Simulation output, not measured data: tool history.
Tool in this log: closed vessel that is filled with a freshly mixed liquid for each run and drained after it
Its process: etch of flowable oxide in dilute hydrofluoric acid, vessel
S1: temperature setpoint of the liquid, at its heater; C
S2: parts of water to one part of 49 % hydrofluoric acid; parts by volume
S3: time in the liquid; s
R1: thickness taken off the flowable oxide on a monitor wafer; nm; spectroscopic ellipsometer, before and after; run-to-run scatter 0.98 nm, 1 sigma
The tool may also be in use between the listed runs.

run,hour,S1,S2,S3,R1
1,0.0,24.0,70,100,34.194
2,7.8,24.0,85,100,27.622
3,13.2,26.5,65,105,43.096
4,18.2,28.0,50,105,60.015
5,27.1,31.5,50,105,69.104
6,29.7,31.5,40,105,89.182
7,34.1,31.5,35,105,100.740
8,36.2,32.0,35,105,103.350
9,44.1,32.0,30,105,120.770

The next listed run, before its measurement:
10,52.4,31.5,30,105,?

R1: 120.490 nm
